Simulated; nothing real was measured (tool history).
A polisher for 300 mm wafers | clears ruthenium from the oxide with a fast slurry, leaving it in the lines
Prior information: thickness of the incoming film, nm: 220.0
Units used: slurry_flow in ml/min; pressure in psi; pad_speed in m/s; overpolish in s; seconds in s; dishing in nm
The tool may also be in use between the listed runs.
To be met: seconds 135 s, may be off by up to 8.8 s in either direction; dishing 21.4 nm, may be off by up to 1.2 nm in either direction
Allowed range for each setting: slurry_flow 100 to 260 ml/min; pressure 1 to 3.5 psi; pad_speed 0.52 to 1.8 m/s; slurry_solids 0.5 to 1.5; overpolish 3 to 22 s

{"run": 1, "hour": 0.0, "slurry_flow": 165, "pressure": 2.2, "pad_speed": 1.16, "slurry_solids": 1, "overpolish": 11, "seconds": 69.632, "dishing": 29.049}
{"run": 2, "hour": 7.1, "slurry_flow": 165, "pressure": 2, "pad_speed": 1.14, "slurry_solids": 1, "overpolish": 12, "seconds": 75.196, "dishing": 29.227}
{"run": 3, "hour": 9.1, "slurry_flow": 165, "pressure": 1.5, "pad_speed": 1.14, "slurry_solids": 1, "overpolish": 12, "seconds": 98.852, "dishing": 23.285}
{"run": 4, "hour": 9.8, "slurry_flow": 165, "pressure": 1.4, "pad_speed": 1.12, "slurry_solids": 1, "overpolish": 12, "seconds": 109.45, "dishing": 21.491}
{"run": 5, "hour": 14.8, "slurry_flow": 165, "pressure": 1.3, "pad_speed": 1.12, "slurry_solids": 1, "overpolish": 12, "seconds": 113.94, "dishing": 20.397}
{"run": 6, "hour": 22.8, "slurry_flow": 200, "pressure": 1.3, "pad_speed": 1.12, "slurry_solids": 1, "overpolish": 12, "seconds": 113.74, "dishing": 20.864}
{"run": 7, "hour": 29.3, "slurry_flow": 200, "pressure": 1.2, "pad_speed": 1.12, "slurry_solids": 1, "overpolish": 12, "seconds": 119.02, "dishing": 19.991}
{"run": 8, "hour": 35.0, "slurry_flow": 200, "pressure": 1.1, "pad_speed": 1.1, "slurry_solids": 1, "overpolish": 13, "seconds": 134.37, "dishing": 20.133}

Which one of the following 5 next-run settings gets every result inside its allowed miss? There is exactly one.
{"run": "A", "hour": 40.7, "slurry_flow": 260, "pressure": 1.3, "pad_speed": 0.96, "slurry_solids": 0.85, "overpolish": 15, "seconds": "?", "dishing": "?"}
{"run": "B", "hour": 40.7, "slurry_flow": 205, "pressure": 1, "pad_speed": 1.22, "slurry_solids": 0.9, "overpolish": 16, "seconds": "?", "dishing": "?"}
{"run": "C", "hour": 40.7, "slurry_flow": 220, "pressure": 1.2, "pad_speed": 1, "slurry_solids": 0.85, "overpolish": 14, "seconds": "?", "dishing": "?"}
{"run": "D", "hour": 40.7, "slurry_flow": 235, "pressure": 1, "pad_speed": 1.1, "slurry_solids": 1, "overpolish": 13, "seconds": "?", "dishing": "?"}
{"run": "E", "hour": 40.7, "slurry_flow": 195, "pressure": 1, "pad_speed": 1.06, "slurry_solids": 1.3, "overpolish": 17, "seconds": "?", "dishing": "?"}

move=A seconds=129.54 dishing=21.827
move=B seconds=128.11 dishing=23.354
move=C seconds=135.45 dishing=19.698
move=D seconds=134.46 dishing=18.534
move=E seconds=129.92 dishing=24.341
A: meets every target
B: the result that was furthest off in the last run now lies on the other side of its target
C: moves away from the targets compared with the last run
D: moves away from the targets compared with the last run
E: the result that was furthest off in the last run now lies on the other side of its target
A is the move that brings every result within its allowed miss.
